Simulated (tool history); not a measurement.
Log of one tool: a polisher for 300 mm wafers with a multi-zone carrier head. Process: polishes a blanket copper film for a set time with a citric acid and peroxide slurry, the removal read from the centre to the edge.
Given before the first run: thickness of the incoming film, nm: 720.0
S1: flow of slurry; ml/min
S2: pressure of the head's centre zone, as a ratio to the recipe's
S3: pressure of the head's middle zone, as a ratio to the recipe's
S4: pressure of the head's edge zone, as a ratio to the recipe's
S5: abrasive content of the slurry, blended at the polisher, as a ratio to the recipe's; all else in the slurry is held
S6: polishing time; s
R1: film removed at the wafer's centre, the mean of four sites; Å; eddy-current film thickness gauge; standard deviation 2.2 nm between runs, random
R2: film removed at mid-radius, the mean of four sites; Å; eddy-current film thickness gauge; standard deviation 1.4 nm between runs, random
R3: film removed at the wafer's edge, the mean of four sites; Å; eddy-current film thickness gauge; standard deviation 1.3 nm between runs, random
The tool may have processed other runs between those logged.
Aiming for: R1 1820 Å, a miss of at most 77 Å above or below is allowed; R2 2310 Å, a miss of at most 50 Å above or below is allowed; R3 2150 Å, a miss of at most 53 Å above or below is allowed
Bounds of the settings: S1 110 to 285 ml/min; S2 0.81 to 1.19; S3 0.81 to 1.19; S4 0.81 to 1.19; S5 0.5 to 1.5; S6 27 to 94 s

run,hour,S1,S2,S3,S4,S5,S6,R1,R2,R3
1,0,180,1,1,1,1,60,2154,2107,2158.6
2,5.1,180,1,0.92,1,1,60,2170.7,1967.7,2173.3
3,11.7,185,0.97,0.95,1,1,60,2098.5,2026.4,2158.4
4,16.8,190,0.95,0.97,1,1,60,2065.5,2069.1,2167.1
5,24.6,195,0.93,0.99,1,1,60,2058.7,2099.3,2208.6
6,32.6,195,0.93,0.99,1,0.85,60,1901.4,1993.1,2048.1
7,40,205,0.92,1.01,1,0.85,60,1943.2,2063,2062.2
8,48.2,210,0.9,1.03,1.01,0.85,60,1871.2,2093.3,2076
9,52.3,220,0.89,1.04,1.01,0.85,60,1877.2,2117.1,2107

Which single option among these 5 for the next run brings every result within its allowed miss of target? Just one does.
A,56.4,205,0.91,0.93,1.05,0.95,59,?,?,?
B,56.4,230,0.81,1.06,1.05,0.9,63,?,?,?
C,56.4,235,0.87,1,1.05,0.85,65,?,?,?
D,56.4,210,0.99,0.96,1.08,0.8,59,?,?,?
E,56.4,230,0.83,1.09,0.97,0.75,65,?,?,?

move,R1,R2,R3
A,1981.2,1954.1,2168.4
B,1877.1,2320.6,2293
C,2046.2,2239.9,2326.6
D,2042,1897.9,2078.4
E,1863.4,2301.5,2135.9
A: further off than the last run
B: the furthest-off result lands on target, but another misses its tolerance
C: gains on the last run, yet a result remains outside its allowed miss
D: further off than the last run
E: every result within its allowed miss
Move E is the one to make.
